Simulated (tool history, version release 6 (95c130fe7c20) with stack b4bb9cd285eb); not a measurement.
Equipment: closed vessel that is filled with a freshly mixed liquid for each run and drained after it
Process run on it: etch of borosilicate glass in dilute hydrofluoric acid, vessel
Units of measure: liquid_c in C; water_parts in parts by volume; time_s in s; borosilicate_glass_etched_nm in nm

{"run": 1, "hour": 0.0, "liquid_c": 25, "water_parts": 115, "time_s": 160, "borosilicate_glass_etched_nm": 43.641}
{"run": 2, "hour": 6.1, "liquid_c": 25, "water_parts": 115, "time_s": 175, "borosilicate_glass_etched_nm": 47.119}
{"run": 3, "hour": 12.5, "liquid_c": 25, "water_parts": 95, "time_s": 175, "borosilicate_glass_etched_nm": 58.24}
{"run": 4, "hour": 17.2, "liquid_c": 24, "water_parts": 95, "time_s": 175, "borosilicate_glass_etched_nm": 56.127}
{"run": 5, "hour": 25.9, "liquid_c": 25, "water_parts": 85, "time_s": 175, "borosilicate_glass_etched_nm": 65.845}
{"run": 6, "hour": 31.7, "liquid_c": 25, "water_parts": 85, "time_s": 160, "borosilicate_glass_etched_nm": 60.434}
{"run": 7, "hour": 33.3, "liquid_c": 26, "water_parts": 80, "time_s": 160, "borosilicate_glass_etched_nm": 66.844}
{"run": 8, "hour": 37.3, "liquid_c": 27, "water_parts": 75, "time_s": 160, "borosilicate_glass_etched_nm": 75.737}
{"run": 9, "hour": 44.3, "liquid_c": 28, "water_parts": 70, "time_s": 160, "borosilicate_glass_etched_nm": 84.509}
{"run": 10, "hour": 53.1, "liquid_c": 28.5, "water_parts": 65, "time_s": 160, "borosilicate_glass_etched_nm": 92.453}
{"run": 11, "hour": 62.2, "liquid_c": 32.5, "water_parts": 35, "time_s": 160, "borosilicate_glass_etched_nm": 210.02}

Estimate the outcome of run 12 from the log above:
{"run": 12, "hour": 65.9, "liquid_c": 32.5, "water_parts": 35, "time_s": 160, "borosilicate_glass_etched_nm": "?"}

Run 12 produced borosilicate_glass_etched_nm 211.88 nm.

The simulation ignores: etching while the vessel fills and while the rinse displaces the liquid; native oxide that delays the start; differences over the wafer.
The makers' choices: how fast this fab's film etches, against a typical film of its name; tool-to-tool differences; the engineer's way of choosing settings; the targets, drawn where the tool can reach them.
